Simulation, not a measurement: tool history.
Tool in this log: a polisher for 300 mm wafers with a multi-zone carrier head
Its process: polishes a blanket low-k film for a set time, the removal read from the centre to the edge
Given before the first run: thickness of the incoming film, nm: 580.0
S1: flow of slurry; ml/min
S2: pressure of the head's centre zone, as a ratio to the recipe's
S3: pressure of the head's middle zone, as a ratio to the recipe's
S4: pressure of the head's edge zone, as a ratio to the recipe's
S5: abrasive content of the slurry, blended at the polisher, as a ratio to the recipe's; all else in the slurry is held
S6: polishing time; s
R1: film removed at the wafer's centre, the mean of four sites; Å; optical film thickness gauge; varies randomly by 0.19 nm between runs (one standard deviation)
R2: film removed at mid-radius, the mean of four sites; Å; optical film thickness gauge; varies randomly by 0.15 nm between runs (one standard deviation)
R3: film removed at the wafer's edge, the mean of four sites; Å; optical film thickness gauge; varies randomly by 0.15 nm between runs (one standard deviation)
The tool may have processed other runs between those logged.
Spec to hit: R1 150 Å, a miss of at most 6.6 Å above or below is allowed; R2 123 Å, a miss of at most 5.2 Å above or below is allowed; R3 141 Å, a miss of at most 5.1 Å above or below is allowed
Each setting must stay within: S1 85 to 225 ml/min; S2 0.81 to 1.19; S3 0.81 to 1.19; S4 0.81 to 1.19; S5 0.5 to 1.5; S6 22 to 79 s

run,day,S1,S2,S3,S4,S5,S6,R1,R2,R3
1,0,145,1,1,1,1,50,151.83,155.03,156
2,0.212,135,1.02,0.95,0.98,0.95,50,148.35,143.51,151.42
3,0.379,130,1.05,0.92,0.96,0.9,50,147.52,135.08,142.07
4,0.679,160,1.05,0.92,0.96,0.9,50,155.08,139.04,150.73
5,0.842,150,1.06,0.89,0.95,0.9,50,156.99,135.9,147.59
6,0.879,150,1.06,0.89,1.02,0.9,50,155.65,134.23,153.88
7,1.246,140,1.07,0.88,1.01,0.9,50,154.64,135.29,148.71
8,1.583,140,1.07,0.86,1,0.85,50,151.38,128.08,147.42

Next run, 4 choices. One meets every target within its allowed miss, the rest don't. Which?
A,1.921,155,1.09,0.85,1,0.85,48,?,?,?
B,1.921,105,1.04,0.81,1.03,0.8,56,?,?,?
C,1.921,100,1.04,0.87,0.99,0.9,57,?,?,?
D,1.921,125,1.08,0.99,0.9,1.1,45,?,?,?

move,R1,R2,R3
A,150.71,125.35,142.99
B,146.89,125.74,154.95
C,152.58,137.36,158.83
D,144.05,135.22,133.45
A: meets every target
B: its largest miss is bigger than the last run's
C: its largest miss is bigger than the last run's
D: the result that was furthest off in the last run now lies on the other side of its target
Move A is the one to make.
